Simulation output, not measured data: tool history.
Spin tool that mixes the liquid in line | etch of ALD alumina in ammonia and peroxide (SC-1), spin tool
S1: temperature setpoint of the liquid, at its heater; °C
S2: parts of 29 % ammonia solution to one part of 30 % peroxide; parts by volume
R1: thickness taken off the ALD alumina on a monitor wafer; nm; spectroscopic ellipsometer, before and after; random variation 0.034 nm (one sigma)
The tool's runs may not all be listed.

Run 1, hour 0.0: S1 52.0 °C, S2 0.45 parts by volume, time under the liquid (s) 70. Result: R1 3.4198 nm.
Run 2, hour 4.2: S1 52.0 °C, S2 0.45 parts by volume, time under the liquid (s) 70. Result: R1 3.4039 nm.
Run 3, hour 11.6: S1 53.0 °C, S2 0.45 parts by volume, time under the liquid (s) 70. Result: R1 3.5599 nm.
Run 4, hour 18.4: S1 47.0 °C, S2 0.45 parts by volume, time under the liquid (s) 70. Result: R1 2.6177 nm.
Run 5, hour 27.4: S1 49.5 °C, S2 0.45 parts by volume, time under the liquid (s) 70. Result: R1 2.9707 nm.
Run 6, hour 29.9: S1 51.0 °C, S2 0.45 parts by volume, time under the liquid (s) 70. Result: R1 3.2602 nm.
Run 7, hour 37.1: S1 52.0 °C, S2 0.45 parts by volume, time under the liquid (s) 70. Result: R1 3.4315 nm.
Run 8, hour 38.5: S1 53.0 °C, S2 0.45 parts by volume, time under the liquid (s) 70. Result: R1 3.6681 nm.

Forecast run 9:
Run 9, hour 44.6: S1 53.5 °C, S2 0.45 parts by volume, time under the liquid (s) 70. Result: R1 ?.

Run 9 gave R1 3.7511 nm.
